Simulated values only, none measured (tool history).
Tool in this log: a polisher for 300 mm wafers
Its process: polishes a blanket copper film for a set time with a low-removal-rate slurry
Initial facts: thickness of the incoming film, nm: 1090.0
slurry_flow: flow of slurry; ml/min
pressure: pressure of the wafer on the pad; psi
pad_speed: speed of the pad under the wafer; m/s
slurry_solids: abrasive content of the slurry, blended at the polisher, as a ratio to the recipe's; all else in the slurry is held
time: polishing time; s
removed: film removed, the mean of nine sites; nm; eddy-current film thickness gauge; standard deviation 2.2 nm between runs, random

run 1 hour=0 | slurry_flow=130 pressure=3.3 pad_speed=1.28 slurry_solids=1 time=55 | removed=185.2
run 2 hour=2.5 | slurry_flow=130 pressure=4 pad_speed=1.28 slurry_solids=1 time=55 | removed=224.17
run 3 hour=11 | slurry_flow=145 pressure=4.4 pad_speed=1.3 slurry_solids=1 time=55 | removed=256.63
run 4 hour=15.4 | slurry_flow=145 pressure=4.1 pad_speed=1.3 slurry_solids=1 time=55 | removed=237.21
run 5 hour=22.9 | slurry_flow=145 pressure=4.1 pad_speed=1.3 slurry_solids=0.9 time=55 | removed=235.39
run 6 hour=24.2 | slurry_flow=165 pressure=4.1 pad_speed=1.3 slurry_solids=0.9 time=55 | removed=238.84

Forecast run 7:
-- hour=24.9 head pressure recalibrated
run 7 hour=24.9 | slurry_flow=170 pressure=4.5 pad_speed=1.34 slurry_solids=0.9 time=55 | removed=?

Run 7 produced removed 304.3 nm.
